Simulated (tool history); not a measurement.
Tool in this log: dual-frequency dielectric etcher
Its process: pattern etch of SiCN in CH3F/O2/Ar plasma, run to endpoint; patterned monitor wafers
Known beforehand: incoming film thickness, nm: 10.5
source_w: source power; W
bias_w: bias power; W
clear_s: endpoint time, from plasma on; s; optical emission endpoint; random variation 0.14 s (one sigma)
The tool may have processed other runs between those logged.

{"run": 1, "hour": 0.0, "source_w": 460, "bias_w": 100, "clear_s": 21.803}
{"run": 2, "hour": 8.0, "source_w": 540, "bias_w": 100, "clear_s": 20.425}
{"run": 3, "hour": 9.8, "source_w": 540, "bias_w": 84, "clear_s": 21.783}
{"run": 4, "hour": 16.9, "source_w": 450, "bias_w": 84, "clear_s": 23.421}
{"run": 5, "hour": 21.2, "source_w": 440, "bias_w": 84, "clear_s": 23.683}
{"run": 6, "hour": 28.6, "source_w": 520, "bias_w": 84, "clear_s": 22.01}

What will run 7 give?
{"run": 7, "hour": 37.3, "source_w": 490, "bias_w": 83, "clear_s": "?"}

{"run 7": {"clear_s": 22.74}}
